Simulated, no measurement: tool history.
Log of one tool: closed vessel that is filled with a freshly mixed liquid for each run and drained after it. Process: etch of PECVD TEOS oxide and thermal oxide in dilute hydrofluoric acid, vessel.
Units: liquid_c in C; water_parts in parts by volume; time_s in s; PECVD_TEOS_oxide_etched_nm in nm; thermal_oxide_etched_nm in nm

run    day  liquid_c  water_parts  time_s  PECVD_TEOS_oxide_etched_nm  thermal_oxide_etched_nm
  1  0.000      24.0           80      60                     20.6150                   3.6011
  2  0.204      23.0           90      60                     17.4100                   3.0824
  3  0.512      22.0          100      60                     14.8620                   2.6031
  4  0.900      21.0          105      60                     13.5400                   2.3726
  5  1.054      20.5          110      60                     12.5620                   2.1620
  6  1.154      23.5          110      60                     14.2780                   2.4875
  7  1.454      22.5          115      60                     12.9390                   2.3009
  8  1.575      21.5          120      60                     11.8320                   2.0846
  9  1.904      20.5          125      60                     10.8550                   1.8964
 10  2.271      20.0          130      60                     10.2220                   1.7988

The next listed run, before its measurement:
 11  2.375      19.5          130      60                           ?                        ?

{"run 11": {"PECVD_TEOS_oxide_etched_nm": 9.9581, "thermal_oxide_etched_nm": 1.7199}}
